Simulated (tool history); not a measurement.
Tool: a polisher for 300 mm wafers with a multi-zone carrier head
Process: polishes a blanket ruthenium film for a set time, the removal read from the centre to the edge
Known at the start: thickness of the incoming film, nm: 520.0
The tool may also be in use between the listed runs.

run,day,flow of slurry (ml/min),pressure of the head's centre zone,pressure of the head's middle zone,pressure of the head's edge zone,polishing time (s),film removed at the wafer's centre (nm),film removed at mid-radius (nm),film removed at the wafer's edge (nm)
1,0.000,185,1.00,1.00,1.00,40,37.969,38.773,38.172
2,0.067,185,1.00,1.00,1.06,40,38.796,38.835,39.434
3,0.258,185,1.00,1.00,1.06,30,28.737,29.116,29.678
4,0.625,180,1.00,0.99,1.03,29,27.861,27.591,27.779
5,0.725,175,0.98,0.98,1.00,29,27.232,27.555,27.496
6,1.004,175,0.98,1.06,1.00,29,26.509,29.467,27.899
7,1.050,170,0.97,1.04,0.98,28,25.607,27.530,25.880
8,1.183,165,0.95,1.02,0.97,28,24.835,26.943,25.959
9,1.279,145,0.95,0.96,0.87,22,19.458,19.926,19.063
10,1.438,155,0.95,0.96,0.88,22,19.582,20.132,19.315
11,1.621,165,0.95,0.96,0.89,22,19.522,20.263,19.485
12,1.792,165,0.96,0.97,0.91,22,20.065,20.547,19.619
13,1.862,165,0.96,0.98,0.92,22,19.567,20.550,20.181
14,1.938,165,0.96,0.98,0.92,22,19.838,20.522,19.996
15,2.133,165,0.97,0.99,0.93,22,20.127,20.807,19.774
16,2.333,165,0.97,0.99,0.94,22,19.636,20.788,20.195
17,2.558,175,0.97,0.99,0.94,22,20.418,20.991,20.057
18,2.608,175,0.97,0.99,0.95,22,20.280,21.088,20.229

Run 19 comes next. What will it give?
19,2.692,175,0.97,1.00,0.96,22,?,?,?

Run 19 gave film removed at the wafer's centre (nm) 20.522, film removed at mid-radius (nm) 20.869, film removed at the wafer's edge (nm) 20.565.

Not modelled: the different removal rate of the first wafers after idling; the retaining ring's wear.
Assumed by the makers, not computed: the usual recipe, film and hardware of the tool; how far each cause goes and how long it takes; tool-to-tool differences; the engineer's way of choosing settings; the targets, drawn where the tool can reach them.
